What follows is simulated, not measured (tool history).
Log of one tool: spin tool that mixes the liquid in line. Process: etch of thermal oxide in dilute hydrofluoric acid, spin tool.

run	hour	temperature setpoint of the liquid (K)	parts of water to one part of 49 % hydrofluoric acid (parts by volume)	time under the liquid (s)	thickness taken off the thermal oxide on a monitor wafer (Å)
1	0.0	294.15	175	280	61.249
2	8.3	294.15	175	300	65.171
3	11.6	294.15	225	300	48.344
4	18.6	296.15	225	300	51.708
5	20.3	296.15	185	300	65.287
6	26.1	296.15	185	300	66.228
7	34.1	295.15	195	300	59.683
8	41.5	294.15	205	300	53.706
9	49.1	293.65	210	300	51.350
10	52.4	293.15	215	300	49.212
11	56.8	292.65	220	300	46.918

Run 12 comes next. What will it give?
12	63.3	292.15	225	300	?

thickness taken off the thermal oxide on a monitor wafer (Å): 44.468

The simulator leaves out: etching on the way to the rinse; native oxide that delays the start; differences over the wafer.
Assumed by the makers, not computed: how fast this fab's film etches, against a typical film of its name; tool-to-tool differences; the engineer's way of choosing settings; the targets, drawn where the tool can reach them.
